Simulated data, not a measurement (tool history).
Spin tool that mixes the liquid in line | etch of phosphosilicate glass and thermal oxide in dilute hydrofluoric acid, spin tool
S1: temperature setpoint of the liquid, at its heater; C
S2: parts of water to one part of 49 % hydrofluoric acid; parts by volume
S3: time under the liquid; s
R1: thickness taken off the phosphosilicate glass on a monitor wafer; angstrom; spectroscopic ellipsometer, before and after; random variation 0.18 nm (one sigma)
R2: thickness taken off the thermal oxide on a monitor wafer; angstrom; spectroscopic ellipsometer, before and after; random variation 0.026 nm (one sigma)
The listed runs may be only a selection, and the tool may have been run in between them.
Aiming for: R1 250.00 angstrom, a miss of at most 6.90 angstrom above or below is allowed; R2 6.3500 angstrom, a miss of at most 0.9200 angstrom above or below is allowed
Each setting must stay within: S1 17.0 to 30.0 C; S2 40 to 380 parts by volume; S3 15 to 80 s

| run | hour | S1 | S2 | S3 | R1 | R2 |
|---|---|---|---|---|---|---|
| 1 | 0.0 | 22.0 | 210 | 40 | 278.97 | 7.3875 |
| 2 | 4.6 | 21.5 | 210 | 40 | 276.48 | 6.7655 |
| 3 | 7.9 | 25.0 | 210 | 40 | 313.12 | 7.4372 |
| 4 | 15.3 | 27.5 | 210 | 40 | 346.53 | 8.6303 |
| 5 | 20.3 | 27.5 | 210 | 35 | 299.51 | 7.2150 |
| 6 | 29.1 | 27.5 | 210 | 25 | 213.73 | 5.2959 |
| 7 | 36.0 | 28.0 | 210 | 25 | 217.93 | 5.4083 |
| 8 | 40.8 | 28.5 | 210 | 25 | 219.16 | 5.4454 |
| 9 | 45.2 | 28.5 | 205 | 25 | 229.76 | 5.6987 |

Exercise: of the 4 proposed moves below, exactly one satisfies all targets within the stated allowed misses. Which move is it?
| A | 49.6 | 29.5 | 195 | 25 | ? | ? |
| B | 49.6 | 28.5 | 225 | 25 | ? | ? |
| C | 49.6 | 30.0 | 245 | 30 | ? | ? |
| D | 49.6 | 30.0 | 265 | 30 | ? | ? |

| move | R1 | R2 |
|---|---|---|
| A | 251.48 | 6.3733 |
| B | 203.15 | 5.1485 |
| C | 230.19 | 5.8337 |
| D | 207.97 | 5.2706 |
A: every result within its allowed miss
B: misses by more than the last run did
C: about as far from the targets as the last run
D: misses by more than the last run did
Move A is the one to make.
